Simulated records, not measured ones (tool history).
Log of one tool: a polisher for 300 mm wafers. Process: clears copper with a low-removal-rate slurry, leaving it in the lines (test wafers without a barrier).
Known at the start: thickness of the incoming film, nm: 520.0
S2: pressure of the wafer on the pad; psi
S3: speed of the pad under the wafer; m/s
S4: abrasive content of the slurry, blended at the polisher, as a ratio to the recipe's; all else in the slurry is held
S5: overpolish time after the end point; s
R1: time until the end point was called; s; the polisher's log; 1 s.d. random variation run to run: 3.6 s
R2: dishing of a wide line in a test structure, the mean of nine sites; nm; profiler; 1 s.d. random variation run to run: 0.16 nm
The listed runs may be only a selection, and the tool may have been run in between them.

Run 1, hour 0: flow of slurry (ml/min) 315, S2 2.8 psi, S3 1.12 m/s, S4 1, S5 25 s. Result: R1 164.54 s, R2 38.594 nm.
Run 2, hour 2.6: flow of slurry (ml/min) 315, S2 2.6 psi, S3 1.08 m/s, S4 1, S5 22 s. Result: R1 180.27 s, R2 35.479 nm.
Run 3, hour 7.1: flow of slurry (ml/min) 295, S2 2.6 psi, S3 1 m/s, S4 0.9, S5 20 s. Result: R1 199.15 s, R2 30.522 nm.
Run 4, hour 7.7: flow of slurry (ml/min) 280, S2 2.6 psi, S3 0.92 m/s, S4 0.85, S5 18 s. Result: R1 226.62 s, R2 26.98 nm.
Run 5, hour 16.2: flow of slurry (ml/min) 265, S2 2.7 psi, S3 0.86 m/s, S4 0.8, S5 16 s. Result: R1 233.53 s, R2 23.066 nm.
Run 6, hour 24.7: flow of slurry (ml/min) 255, S2 2.8 psi, S3 0.8 m/s, S4 0.75, S5 15 s. Result: R1 241.32 s, R2 21.501 nm.
Run 7, hour 32.4: flow of slurry (ml/min) 245, S2 2.9 psi, S3 0.76 m/s, S4 0.7, S5 14 s. Result: R1 251.67 s, R2 19.873 nm.
Run 8, hour 34.1: flow of slurry (ml/min) 235, S2 3 psi, S3 0.72 m/s, S4 0.65, S5 13 s. Result: R1 265.04 s, R2 18.287 nm.
Run 9, hour 40.6: flow of slurry (ml/min) 230, S2 3.1 psi, S3 0.68 m/s, S4 0.65, S5 12 s. Result: R1 274.08 s, R2 16.671 nm.
Run 10, hour 41.8: flow of slurry (ml/min) 225, S2 3.3 psi, S3 0.66 m/s, S4 0.65, S5 11 s. Result: R1 257.38 s, R2 15.821 nm.
Run 11, hour 42.5: flow of slurry (ml/min) 220, S2 3.4 psi, S3 0.64 m/s, S4 0.65, S5 11 s. Result: R1 263.76 s, R2 15.908 nm.

Predict the results of run 12:
Run 12, hour 46.9: flow of slurry (ml/min) 215, S2 3.5 psi, S3 0.62 m/s, S4 0.65, S5 11 s. Result: R1 ?, R2 ?.

R1: 267.08 s
R2: 15.663 nm
